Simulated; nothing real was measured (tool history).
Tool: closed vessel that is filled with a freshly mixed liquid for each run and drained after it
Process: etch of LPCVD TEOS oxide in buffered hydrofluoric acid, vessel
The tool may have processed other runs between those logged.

run,day,temperature setpoint of the liquid (°C),parts of 40 % ammonium fluoride to one part of 49 % hydrofluoric acid (parts by volume),time in the liquid (s),thickness taken off the LPCVD TEOS oxide on a monitor wafer (nm)
1,0.000,24.0,19.0,90,75.824
2,0.292,20.5,19.0,90,62.899
3,0.450,20.5,16.5,90,72.080
4,0.779,19.0,16.5,90,65.286
5,1.083,20.5,16.5,90,71.998
6,1.171,20.5,16.5,95,75.330
7,1.242,21.5,16.5,95,79.622

Forecast run 8:
8,1.317,22.5,16.5,95,?

{"run 8": {"thickness taken off the LPCVD TEOS oxide on a monitor wafer (nm)": 85.122}}
